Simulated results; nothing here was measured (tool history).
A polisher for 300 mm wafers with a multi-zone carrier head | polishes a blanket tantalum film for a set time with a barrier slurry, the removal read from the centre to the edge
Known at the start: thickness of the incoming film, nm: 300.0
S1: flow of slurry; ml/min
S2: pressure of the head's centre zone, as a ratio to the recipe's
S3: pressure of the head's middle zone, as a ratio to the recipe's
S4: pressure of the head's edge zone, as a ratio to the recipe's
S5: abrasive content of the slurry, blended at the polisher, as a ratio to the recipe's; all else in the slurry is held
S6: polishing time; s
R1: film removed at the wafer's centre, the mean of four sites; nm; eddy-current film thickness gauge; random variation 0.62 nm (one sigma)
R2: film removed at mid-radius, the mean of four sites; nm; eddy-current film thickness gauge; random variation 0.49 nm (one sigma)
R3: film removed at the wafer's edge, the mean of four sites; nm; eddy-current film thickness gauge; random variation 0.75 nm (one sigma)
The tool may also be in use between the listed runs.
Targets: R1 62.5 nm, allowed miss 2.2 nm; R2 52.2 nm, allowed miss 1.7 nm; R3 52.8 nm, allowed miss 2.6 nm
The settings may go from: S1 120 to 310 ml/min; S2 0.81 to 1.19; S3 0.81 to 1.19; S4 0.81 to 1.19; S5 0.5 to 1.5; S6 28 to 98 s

run 1 day=0 | S1=200 S2=1 S3=1 S4=1 S5=1 S6=63 | R1=103.41 R2=94.322 R3=93.742
run 2 day=0.117 | S1=200 S2=1 S3=0.99 S4=0.98 S5=0.9 S6=60 | R1=92.758 R2=86.355 R3=88.197
run 3 day=0.171 | S1=200 S2=1 S3=0.99 S4=0.98 S5=1 S6=60 | R1=96.067 R2=88.496 R3=89.292
run 4 day=0.208 | S1=200 S2=1 S3=0.92 S4=0.98 S5=1 S6=60 | R1=95.361 R2=84.779 R3=91.288
run 5 day=0.417 | S1=200 S2=1.02 S3=0.93 S4=0.96 S5=0.95 S6=56 | R1=90.639 R2=77.322 R3=79.545
run 6 day=0.467 | S1=195 S2=1.02 S3=0.92 S4=0.94 S5=0.9 S6=54 | R1=85.642 R2=73.361 R3=77.442
run 7 day=0.729 | S1=200 S2=1.03 S3=0.93 S4=0.93 S5=0.85 S6=52 | R1=82.309 R2=70.781 R3=71.209
run 8 day=0.846 | S1=200 S2=1.03 S3=0.92 S4=0.92 S5=0.8 S6=51 | R1=80.099 R2=67.321 R3=67.562
run 9 day=0.962 | S1=200 S2=1.03 S3=0.92 S4=0.92 S5=0.8 S6=51 | R1=79.02 R2=67.09 R3=68.729
run 10 day=1.083 | S1=200 S2=1.03 S3=0.92 S4=0.91 S5=0.75 S6=50 | R1=75.148 R2=64.383 R3=66.287
run 11 day=1.271 | S1=200 S2=1.03 S3=0.92 S4=0.9 S5=0.7 S6=49 | R1=71.935 R2=61.055 R3=62.71
run 12 day=1.546 | S1=200 S2=1.03 S3=0.92 S4=0.89 S5=0.65 S6=49 | R1=69.33 R2=60.586 R3=60.844
run 13 day=1.854 | S1=200 S2=1.03 S3=0.91 S4=0.88 S5=0.65 S6=49 | R1=70.08 R2=58.159 R3=59.836
run 14 day=2.162 | S1=200 S2=1.03 S3=0.91 S4=0.87 S5=0.65 S6=49 | R1=70.422 R2=59.138 R3=58.75
run 15 day=2.312 | S1=195 S2=1.02 S3=0.9 S4=0.86 S5=0.65 S6=49 | R1=69.431 R2=59.014 R3=59.596
-- day=2.446 centre zone pressure recalibrated
run 16 day=2.446 | S1=195 S2=1.02 S3=0.9 S4=0.85 S5=0.65 S6=49 | R1=65.95 R2=57.983 R3=59.188
run 17 day=2.683 | S1=195 S2=1.03 S3=0.9 S4=0.84 S5=0.65 S6=49 | R1=67.812 R2=57.844 R3=59.956
run 18 day=2.75 | S1=200 S2=1.03 S3=0.9 S4=0.84 S5=0.65 S6=49 | R1=66.816 R2=59.461 R3=58.878

Which of these 4 next moves meets every target?
run A day=2.817 | S1=245 S2=1.14 S3=0.97 S4=0.98 S5=0.55 S6=43 | R1=? R2=? R3=?
run B day=2.817 | S1=120 S2=1.13 S3=0.81 S4=1.03 S5=0.6 S6=56 | R1=? R2=? R3=?
run C day=2.817 | S1=220 S2=0.92 S3=0.99 S4=0.87 S5=0.7 S6=50 | R1=? R2=? R3=?
run D day=2.817 | S1=145 S2=0.86 S3=0.81 S4=0.92 S5=0.65 S6=55 | R1=? R2=? R3=?

move=A R1=63.736 R2=52.391 R3=53.379
move=B R1=72.638 R2=53.896 R3=66.72
move=C R1=64.646 R2=67.14 R3=63.885
move=D R1=59.199 R2=57.538 R3=66.395
A: meets every target
B: brings the result that was furthest off to its target, and leaves another outside
C: further off than the last run
D: further off than the last run
Answer: A
